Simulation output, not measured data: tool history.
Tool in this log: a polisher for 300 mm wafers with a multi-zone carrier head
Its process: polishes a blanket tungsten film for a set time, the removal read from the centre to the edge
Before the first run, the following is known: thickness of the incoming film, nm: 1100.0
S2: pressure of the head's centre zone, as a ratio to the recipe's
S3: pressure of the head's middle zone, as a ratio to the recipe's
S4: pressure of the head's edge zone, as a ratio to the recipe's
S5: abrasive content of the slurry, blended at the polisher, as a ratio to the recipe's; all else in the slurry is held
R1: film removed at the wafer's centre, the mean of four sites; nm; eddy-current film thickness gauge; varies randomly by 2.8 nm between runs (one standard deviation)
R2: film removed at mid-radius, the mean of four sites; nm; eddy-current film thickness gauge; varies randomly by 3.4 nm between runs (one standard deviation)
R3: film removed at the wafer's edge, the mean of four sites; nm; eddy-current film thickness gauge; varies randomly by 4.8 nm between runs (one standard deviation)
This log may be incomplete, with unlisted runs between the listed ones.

run 1 hour=0.0 | flow_of_slurry_(ml/min)=125 S2=1.00 S3=1.00 S4=1.00 S5=1.00 polishing_time_(s)=70 | R1=255.01 R2=271.82 R3=267.23
run 2 hour=2.7 | flow_of_slurry_(ml/min)=130 S2=0.98 S3=1.00 S4=1.03 S5=1.10 polishing_time_(s)=71 | R1=267.26 R2=283.61 R3=287.52
run 3 hour=10.6 | flow_of_slurry_(ml/min)=135 S2=0.96 S3=1.02 S4=1.06 S5=1.15 polishing_time_(s)=71 | R1=268.14 R2=288.08 R3=292.12
run 4 hour=11.7 | flow_of_slurry_(ml/min)=135 S2=0.96 S3=1.02 S4=1.03 S5=1.15 polishing_time_(s)=71 | R1=270.61 R2=292.00 R3=287.37
run 5 hour=15.9 | flow_of_slurry_(ml/min)=135 S2=0.96 S3=1.02 S4=1.03 S5=0.95 polishing_time_(s)=71 | R1=251.59 R2=272.86 R3=267.01
run 6 hour=24.6 | flow_of_slurry_(ml/min)=105 S2=0.96 S3=1.02 S4=1.03 S5=0.95 polishing_time_(s)=71 | R1=232.75 R2=260.72 R3=263.10
run 7 hour=27.4 | flow_of_slurry_(ml/min)=100 S2=0.95 S3=1.04 S4=1.05 S5=1.05 polishing_time_(s)=73 | R1=242.79 R2=277.45 R3=281.78
run 8 hour=31.0 | flow_of_slurry_(ml/min)=100 S2=0.94 S3=1.06 S4=1.07 S5=1.15 polishing_time_(s)=74 | R1=256.34 R2=294.03 R3=286.45
run 9 hour=33.1 | flow_of_slurry_(ml/min)=100 S2=0.91 S3=1.06 S4=1.09 S5=1.20 polishing_time_(s)=76 | R1=255.81 R2=308.01 R3=308.58
run 10 hour=35.9 | flow_of_slurry_(ml/min)=110 S2=0.90 S3=1.06 S4=1.11 S5=1.25 polishing_time_(s)=76 | R1=262.45 R2=317.00 R3=318.59
run 11 hour=44.5 | flow_of_slurry_(ml/min)=120 S2=0.89 S3=1.06 S4=1.13 S5=1.30 polishing_time_(s)=76 | R1=270.07 R2=328.47 R3=330.71
run 12 hour=47.6 | flow_of_slurry_(ml/min)=125 S2=0.88 S3=1.06 S4=1.14 S5=1.35 polishing_time_(s)=76 | R1=270.87 R2=339.97 R3=341.62
run 13 hour=50.4 | flow_of_slurry_(ml/min)=130 S2=0.88 S3=1.05 S4=1.15 S5=1.35 polishing_time_(s)=76 | R1=274.93 R2=332.75 R3=335.52

Run 14, settings as shown, results not yet in. Your forecast:
run 14 hour=59.3 | flow_of_slurry_(ml/min)=130 S2=0.87 S3=1.04 S4=1.16 S5=1.40 polishing_time_(s)=77 | R1=? R2=? R3=?

R1: 276.68 nm
R2: 342.08 nm
R3: 349.77 nm

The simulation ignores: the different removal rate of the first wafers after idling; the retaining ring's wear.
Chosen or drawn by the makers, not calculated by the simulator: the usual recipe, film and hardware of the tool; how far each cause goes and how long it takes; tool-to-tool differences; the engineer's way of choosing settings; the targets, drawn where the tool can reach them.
